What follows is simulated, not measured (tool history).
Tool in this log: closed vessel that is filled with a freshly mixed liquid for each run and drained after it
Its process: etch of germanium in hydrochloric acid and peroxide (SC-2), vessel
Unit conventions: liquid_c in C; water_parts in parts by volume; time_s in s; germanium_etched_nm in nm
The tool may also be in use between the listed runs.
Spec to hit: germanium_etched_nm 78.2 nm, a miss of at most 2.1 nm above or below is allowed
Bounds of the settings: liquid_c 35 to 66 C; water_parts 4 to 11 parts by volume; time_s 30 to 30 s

| run | hour | liquid_c | water_parts | time_s | germanium_etched_nm |
|---|---|---|---|---|---|
| 1 | 0 | 50 | 6 | 30 | 52.865 |
| 2 | 5.8 | 54 | 6 | 30 | 60.228 |
| 3 | 7.7 | 56.5 | 6 | 30 | 64.708 |
| 4 | 14.9 | 53 | 6 | 30 | 58.592 |
| 5 | 18.8 | 53 | 6 | 30 | 57.484 |
| 6 | 25.3 | 56 | 6 | 30 | 63.544 |
| 7 | 32 | 58.5 | 6 | 30 | 69.748 |
| 8 | 40.9 | 59.5 | 6 | 30 | 70.522 |
| 9 | 43.1 | 60.5 | 6 | 30 | 73.686 |
| 10 | 50.9 | 61 | 6 | 30 | 74.731 |
| 11 | 54.9 | 61.5 | 6 | 30 | 74.629 |

Which of these 4 next moves meets every target?
| A | 58.9 | 59.5 | 6 | 30 | ? |
| B | 58.9 | 62.5 | 6 | 30 | ? |
| C | 58.9 | 60 | 6 | 30 | ? |
| D | 58.9 | 60.5 | 7 | 30 | ? |

| move | germanium_etched_nm |
|---|---|
| A | 71.814 |
| B | 78.53 |
| C | 72.901 |
| D | 73.35 |
A: moves away from the targets compared with the last run
B: in spec on every target
C: moves away from the targets compared with the last run
D: moves away from the targets compared with the last run
Answer: B
